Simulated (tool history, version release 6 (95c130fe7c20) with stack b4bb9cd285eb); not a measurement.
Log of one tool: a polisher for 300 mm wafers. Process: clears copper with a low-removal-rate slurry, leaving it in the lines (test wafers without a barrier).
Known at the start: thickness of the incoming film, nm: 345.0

run  hour  flow of slurry (ml/min)  pressure of the wafer on the pad (kPa)  speed of the pad under the wafer (cm/s)  abrasive content of the slurry  overpolish time after the end point (s)  time until the end point was called (s)  dishing of a wide line in a test structure (nm)
  1     0                      215                                    16.5                                       86                               1                                       28                                    166.4                                           39.421
  2   3.2                      215                                    16.5                                       86                               1                                       27                                   164.27                                           36.432
  3  10.4                      260                                    16.5                                       86                               1                                       27                                   163.03                                           37.381
  4  12.1                      260                                    16.5                                       86                             0.9                                       27                                   167.91                                           37.778
  5    19                      260                                    16.5                                       86                             0.9                                       26                                   166.37                                           36.598
  6  27.9                      260                                      20                                       86                             0.9                                       26                                   140.22                                           42.716
  7  32.3                      250                                    15.9                                       84                             0.9                                       15                                   177.13                                           21.014

Forecast run 8:
  8    40                      250                                    15.9                                       84                             0.9                                       16                                        ?                                                ?

time until the end point was called (s): 176.18
dishing of a wide line in a test structure (nm): 22.35
